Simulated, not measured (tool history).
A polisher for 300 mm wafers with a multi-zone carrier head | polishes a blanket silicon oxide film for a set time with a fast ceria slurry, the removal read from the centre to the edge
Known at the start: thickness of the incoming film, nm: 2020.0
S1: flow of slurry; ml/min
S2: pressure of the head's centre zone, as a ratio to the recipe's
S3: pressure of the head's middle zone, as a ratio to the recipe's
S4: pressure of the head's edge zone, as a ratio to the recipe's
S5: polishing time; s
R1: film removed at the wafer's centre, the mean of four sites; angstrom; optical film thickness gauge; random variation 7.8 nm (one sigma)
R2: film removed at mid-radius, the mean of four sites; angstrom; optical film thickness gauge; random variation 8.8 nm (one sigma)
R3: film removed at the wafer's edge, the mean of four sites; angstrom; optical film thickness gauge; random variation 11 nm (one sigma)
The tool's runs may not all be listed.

run	hour	S1	S2	S3	S4	S5	R1	R2	R3
1	0.0	245	1.00	1.00	1.00	40	6514.3	6612.8	6648.5
2	7.6	255	1.02	1.04	1.05	45	7473.1	7748.4	7685.7
3	14.2	225	1.02	1.04	1.05	45	7270.4	7511.0	7694.3
4	21.9	235	1.04	1.08	1.08	48	8005.7	8528.3	8219.9
5	25.5	240	1.04	1.09	1.10	51	8502.2	8970.0	8672.4
6	31.7	240	1.10	1.09	1.10	51	8919.6	9090.2	8892.5
# hour 35.9: slurry nozzle cleaned
7	35.9	235	1.09	1.10	1.12	53	9582.8	9597.2	9343.6

The next listed run, before its measurement:
8	43.7	235	1.06	1.11	1.14	54	?	?	?

{"run 8": {"R1": 9517.3, "R2": 10015.0, "R3": 9516.4}}

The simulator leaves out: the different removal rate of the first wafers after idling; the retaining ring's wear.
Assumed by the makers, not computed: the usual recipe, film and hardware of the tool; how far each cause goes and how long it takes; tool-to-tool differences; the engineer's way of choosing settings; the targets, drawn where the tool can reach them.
